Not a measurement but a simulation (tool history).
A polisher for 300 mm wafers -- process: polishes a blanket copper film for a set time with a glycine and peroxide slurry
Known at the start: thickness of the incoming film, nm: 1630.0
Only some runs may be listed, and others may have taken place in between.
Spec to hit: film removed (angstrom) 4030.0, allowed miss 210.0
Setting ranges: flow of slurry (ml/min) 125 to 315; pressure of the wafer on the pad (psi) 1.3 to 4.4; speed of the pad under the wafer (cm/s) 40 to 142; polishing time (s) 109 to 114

run	day	flow of slurry (ml/min)	pressure of the wafer on the pad (psi)	speed of the pad under the wafer (cm/s)	polishing time (s)	film removed (angstrom)
1	0.000	205	2.8	90	109	5195.4
2	0.346	165	2.8	90	109	5114.8
3	0.654	165	2.6	88	109	4772.2
4	0.929	165	2.6	88	109	4871.6
5	1.012	165	2.4	86	109	4433.3
6	1.333	210	2.4	86	109	4647.2
7	1.542	210	2.2	86	109	4481.3
# day 1.858: worn pad replaced by a new one
8	1.858	210	2.1	86	109	4663.4
9	1.938	205	1.9	84	109	4445.3

Pick the move, out of 5, that brings all results within their allowed miss; only one does.
A	2.017	200	1.8	88	112	?
B	2.017	200	1.9	88	109	?
C	2.017	205	2.0	92	114	?
D	2.017	205	1.7	90	114	?
E	2.017	200	1.8	80	109	?

move	film removed (angstrom)
A	4441.9
B	4430.7
C	4926.2
D	4496.4
E	4025.1
A: no better and no worse than the last run
B: no better and no worse than the last run
C: the biggest miss grows against the last run
D: the biggest miss grows against the last run
E: all results in spec
E meets every target.

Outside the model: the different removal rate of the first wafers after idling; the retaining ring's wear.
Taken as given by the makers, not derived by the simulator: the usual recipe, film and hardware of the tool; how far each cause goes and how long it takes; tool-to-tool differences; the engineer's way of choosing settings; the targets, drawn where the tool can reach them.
